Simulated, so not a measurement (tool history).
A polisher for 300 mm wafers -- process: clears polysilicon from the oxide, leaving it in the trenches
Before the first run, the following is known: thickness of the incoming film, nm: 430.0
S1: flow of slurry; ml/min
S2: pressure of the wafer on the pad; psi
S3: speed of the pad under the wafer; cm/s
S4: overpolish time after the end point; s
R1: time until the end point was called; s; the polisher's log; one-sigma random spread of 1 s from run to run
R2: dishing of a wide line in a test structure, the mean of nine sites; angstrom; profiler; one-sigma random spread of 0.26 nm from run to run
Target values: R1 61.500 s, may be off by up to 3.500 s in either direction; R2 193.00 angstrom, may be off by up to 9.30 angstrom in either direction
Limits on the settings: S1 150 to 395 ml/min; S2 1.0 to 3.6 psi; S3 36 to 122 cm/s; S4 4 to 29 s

Run 1, hour 0.0: S1 250 ml/min, S2 2.3 psi, S3 78 cm/s, S4 15 s. Result: R1 47.174 s, R2 412.19 angstrom.
Run 2, hour 3.4: S1 250 ml/min, S2 2.3 psi, S3 60 cm/s, S4 15 s. Result: R1 59.858 s, R2 395.38 angstrom.
Run 3, hour 4.8: S1 245 ml/min, S2 2.2 psi, S3 62 cm/s, S4 14 s. Result: R1 59.515 s, R2 385.15 angstrom.
Run 4, hour 11.4: S1 245 ml/min, S2 1.7 psi, S3 62 cm/s, S4 14 s. Result: R1 81.743 s, R2 341.00 angstrom.
Run 5, hour 19.4: S1 245 ml/min, S2 2.1 psi, S3 62 cm/s, S4 14 s. Result: R1 64.942 s, R2 371.97 angstrom.
Run 6, hour 25.3: S1 235 ml/min, S2 2.0 psi, S3 66 cm/s, S4 13 s. Result: R1 66.858 s, R2 375.70 angstrom.
Run 7, hour 26.0: S1 305 ml/min, S2 2.6 psi, S3 44 cm/s, S4 6 s. Result: R1 72.076 s, R2 229.93 angstrom.
Run 8, hour 33.5: S1 310 ml/min, S2 2.6 psi, S3 44 cm/s, S4 6 s. Result: R1 71.895 s, R2 234.24 angstrom.

Below are 4 possible settings for the next run. Only one of them brings all results inside the allowed miss of their targets. Which is it?
Run A, hour 41.0: S1 290 ml/min, S2 2.3 psi, S3 46 cm/s, S4 9 s. Result: R1 ?, R2 ?.
Run B, hour 41.0: S1 365 ml/min, S2 3.0 psi, S3 44 cm/s, S4 4 s. Result: R1 ?, R2 ?.
Run C, hour 41.0: S1 355 ml/min, S2 2.7 psi, S3 56 cm/s, S4 4 s. Result: R1 ?, R2 ?.
Run D, hour 41.0: S1 270 ml/min, S2 2.2 psi, S3 50 cm/s, S4 11 s. Result: R1 ?, R2 ?.

move      R1      R2
   A  76.193  279.25
   B  60.132  191.21
   C  53.067  209.27
   D  74.024  315.39
A: its largest miss is bigger than the last run's
B: every result lands within tolerance
C: an improvement on the last run, though not all results are within tolerance
D: its largest miss is bigger than the last run's
B meets every target.

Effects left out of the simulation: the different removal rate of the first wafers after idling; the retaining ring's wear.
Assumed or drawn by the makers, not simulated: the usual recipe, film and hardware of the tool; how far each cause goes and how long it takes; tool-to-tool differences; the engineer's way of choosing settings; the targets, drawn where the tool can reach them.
